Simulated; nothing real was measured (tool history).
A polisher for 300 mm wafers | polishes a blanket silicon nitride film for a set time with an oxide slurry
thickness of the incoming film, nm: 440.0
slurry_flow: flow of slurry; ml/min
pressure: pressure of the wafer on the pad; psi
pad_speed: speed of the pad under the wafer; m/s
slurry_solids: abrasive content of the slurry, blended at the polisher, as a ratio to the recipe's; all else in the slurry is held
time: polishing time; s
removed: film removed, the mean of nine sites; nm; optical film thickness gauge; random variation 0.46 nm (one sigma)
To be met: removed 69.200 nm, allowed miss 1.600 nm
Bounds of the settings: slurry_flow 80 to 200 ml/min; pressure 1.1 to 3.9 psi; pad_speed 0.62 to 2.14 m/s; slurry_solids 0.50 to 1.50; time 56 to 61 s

run 1 hour=0.0 | slurry_flow=130 pressure=2.5 pad_speed=1.38 slurry_solids=1.00 time=61 | removed=32.164
run 2 hour=7.8 | slurry_flow=145 pressure=2.9 pad_speed=1.46 slurry_solids=1.00 time=61 | removed=39.369
run 3 hour=13.9 | slurry_flow=145 pressure=2.9 pad_speed=1.46 slurry_solids=0.80 time=61 | removed=35.107
run 4 hour=14.9 | slurry_flow=145 pressure=2.9 pad_speed=1.46 slurry_solids=0.80 time=61 | removed=34.912
run 5 hour=16.9 | slurry_flow=145 pressure=2.3 pad_speed=1.46 slurry_solids=0.80 time=61 | removed=29.002
run 6 hour=23.1 | slurry_flow=145 pressure=2.3 pad_speed=1.76 slurry_solids=0.80 time=61 | removed=33.502
run 7 hour=24.8 | slurry_flow=180 pressure=3.0 pad_speed=1.84 slurry_solids=0.80 time=61 | removed=44.527
run 8 hour=30.6 | slurry_flow=180 pressure=3.3 pad_speed=1.92 slurry_solids=0.80 time=61 | removed=50.137
run 9 hour=34.9 | slurry_flow=180 pressure=3.5 pad_speed=1.98 slurry_solids=0.80 time=61 | removed=53.413
run 10 hour=37.6 | slurry_flow=185 pressure=3.6 pad_speed=2.02 slurry_solids=0.85 time=61 | removed=57.492
run 11 hour=39.7 | slurry_flow=190 pressure=3.7 pad_speed=2.06 slurry_solids=0.90 time=61 | removed=62.020
run 12 hour=46.9 | slurry_flow=190 pressure=3.8 pad_speed=2.08 slurry_solids=0.90 time=61 | removed=64.140
run 13 hour=48.4 | slurry_flow=190 pressure=3.8 pad_speed=2.10 slurry_solids=0.90 time=61 | removed=65.523
run 14 hour=53.8 | slurry_flow=190 pressure=3.8 pad_speed=2.12 slurry_solids=0.90 time=61 | removed=64.973

Which of these 4 next moves meets every target?
run A hour=59.2 | slurry_flow=175 pressure=3.8 pad_speed=2.14 slurry_solids=1.15 time=58 | removed=?
run B hour=59.2 | slurry_flow=180 pressure=3.8 pad_speed=2.14 slurry_solids=0.85 time=59 | removed=?
run C hour=59.2 | slurry_flow=185 pressure=3.7 pad_speed=2.08 slurry_solids=1.00 time=56 | removed=?
run D hour=59.2 | slurry_flow=200 pressure=3.8 pad_speed=2.12 slurry_solids=0.80 time=59 | removed=?

move=A removed=70.335
move=B removed=61.757
move=C removed=61.224
move=D removed=60.101
A: meets every target
B: further off than the last run
C: further off than the last run
D: further off than the last run
Move A is the one to make.
